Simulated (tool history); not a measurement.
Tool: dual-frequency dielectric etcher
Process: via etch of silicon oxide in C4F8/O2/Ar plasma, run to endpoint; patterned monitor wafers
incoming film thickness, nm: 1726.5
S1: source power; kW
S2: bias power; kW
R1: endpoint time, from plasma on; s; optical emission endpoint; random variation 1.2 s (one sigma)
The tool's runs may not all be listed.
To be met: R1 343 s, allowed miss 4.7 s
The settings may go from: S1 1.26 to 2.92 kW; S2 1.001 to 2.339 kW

run,hour,S1,S2,R1
1,0,2.09,1.67,377.42
2,3.1,2.23,1.683,366.13
3,4.8,2.32,1.692,359.24
4,12.2,2.39,1.698,352.96
5,15.5,2.67,1.698,337.39
6,17.7,2.91,1.698,325.74
7,18.9,2.82,1.688,328.89
8,23.3,2.75,1.681,333.86
9,29.2,2.71,1.676,337.72

Which of these 4 next moves meets every target?
A,35.1,2.65,1.758,?
B,35.1,2.59,1.508,?
C,35.1,2.66,1.836,?
D,35.1,2.54,1.718,?

move,R1
A,334.22
B,356.41
C,328.58
D,343.08
A: further off than the last run
B: takes the result that was furthest off past its target
C: further off than the last run
D: meets every target
Move D is the one to make.
